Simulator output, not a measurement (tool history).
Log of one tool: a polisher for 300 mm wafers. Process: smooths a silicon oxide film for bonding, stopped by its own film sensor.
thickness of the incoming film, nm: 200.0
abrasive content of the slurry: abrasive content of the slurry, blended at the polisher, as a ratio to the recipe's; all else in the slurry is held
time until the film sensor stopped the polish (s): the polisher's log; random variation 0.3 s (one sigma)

run  hour  flow of slurry (ml/min)  pressure of the wafer on the pad (kPa)  speed of the pad under the wafer (cm/s)  abrasive content of the slurry  target thickness at which the film sensor stops the polish (angstrom)  time until the film sensor stopped the polish (s)
  1   0.0                      165                                    11.0                                       82                             1.0                                                                   1830                                             35.891
  2   6.9                      165                                    11.0                                       82                             1.2                                                                   1830                                             34.933
  3  10.5                      195                                    11.0                                       82                             1.2                                                                   1830                                             33.893
  4  18.7                      195                                    11.0                                       82                             1.2                                                                   1830                                             33.378
     24.0  -- head pressure recalibrated
  5  24.0                      210                                    11.0                                       82                             1.2                                                                   1830                                             37.091
  6  32.9                      210                                    11.0                                       82                             1.1                                                                   1830                                             38.289
  7  34.6                      200                                    11.0                                       82                             1.1                                                                   1830                                             38.684

The next listed run, before its measurement:
  8  35.4                      190                                    11.0                                       82                             1.1                                                                   1830                                                  ?

Run 8 gave time until the film sensor stopped the polish (s) 38.653.

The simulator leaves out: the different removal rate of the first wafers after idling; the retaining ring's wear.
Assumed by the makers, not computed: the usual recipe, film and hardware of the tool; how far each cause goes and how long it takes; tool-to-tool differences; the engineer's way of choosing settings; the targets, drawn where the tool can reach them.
